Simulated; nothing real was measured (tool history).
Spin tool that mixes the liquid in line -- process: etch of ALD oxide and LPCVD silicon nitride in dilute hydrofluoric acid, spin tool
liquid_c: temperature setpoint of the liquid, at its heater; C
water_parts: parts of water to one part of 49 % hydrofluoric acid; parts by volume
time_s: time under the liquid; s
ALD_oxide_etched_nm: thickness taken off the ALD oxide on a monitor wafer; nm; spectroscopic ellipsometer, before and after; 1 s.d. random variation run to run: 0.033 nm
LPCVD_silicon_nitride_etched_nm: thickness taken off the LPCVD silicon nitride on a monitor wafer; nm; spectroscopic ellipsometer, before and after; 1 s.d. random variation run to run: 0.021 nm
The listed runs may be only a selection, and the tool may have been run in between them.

| run | day | liquid_c | water_parts | time_s | ALD_oxide_etched_nm | LPCVD_silicon_nitride_etched_nm |
|---|---|---|---|---|---|---|
| 1 | 0.000 | 21.0 | 55 | 30 | 7.3262 | 0.22589 |
| 2 | 0.046 | 21.0 | 55 | 40 | 9.6836 | 0.35893 |
| 3 | 0.246 | 21.0 | 55 | 45 | 10.9410 | 0.29115 |
| 4 | 0.346 | 21.0 | 55 | 50 | 12.2220 | 0.30082 |
| 5 | 0.521 | 20.5 | 60 | 50 | 10.8900 | 0.33305 |
| 6 | 0.583 | 20.5 | 80 | 50 | 7.9230 | 0.20852 |
| 7 | 0.854 | 20.0 | 80 | 50 | 7.7557 | 0.24115 |

For run 8, what comes out?
| 8 | 0.975 | 19.5 | 80 | 50 | ? | ? |

{"run 8": {"ALD_oxide_etched_nm": 7.6514, "LPCVD_silicon_nitride_etched_nm": 0.22725}}
